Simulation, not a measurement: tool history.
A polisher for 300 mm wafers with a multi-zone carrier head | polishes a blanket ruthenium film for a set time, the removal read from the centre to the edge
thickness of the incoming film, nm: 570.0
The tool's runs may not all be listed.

run,hour,flow of slurry (ml/min),pressure of the head's centre zone,pressure of the head's middle zone,pressure of the head's edge zone,polishing time (s),film removed at the wafer's centre (nm),film removed at mid-radius (nm),film removed at the wafer's edge (nm)
1,0,315,1,1,1,73,89.753,88.076,91.85
2,3,315,1.07,1,1,73,96.134,90.557,92.045
3,7.7,320,1.07,1.02,1.03,75,96.079,94.534,95.883
4,10.5,320,1.07,1.02,1.03,59,77.012,75.81,75.293
5,14.3,325,1.08,1.04,1.05,64,85.896,82.802,82.282
6,20.8,325,1.08,1.08,1.05,64,84.676,84.508,82.571
7,22.2,330,1.08,1.1,1.06,68,91.985,91.742,89.037
8,27.8,335,1.07,1.12,1.07,71,90.78,97.761,92.804
9,33,335,1.08,1.12,1.09,74,100.15,100.91,98.122

Forecast run 10:
10,38.3,340,1.07,1.13,1.1,76,?,?,?

film removed at the wafer's centre (nm): 99.9
film removed at mid-radius (nm): 105.98
film removed at the wafer's edge (nm): 100.36

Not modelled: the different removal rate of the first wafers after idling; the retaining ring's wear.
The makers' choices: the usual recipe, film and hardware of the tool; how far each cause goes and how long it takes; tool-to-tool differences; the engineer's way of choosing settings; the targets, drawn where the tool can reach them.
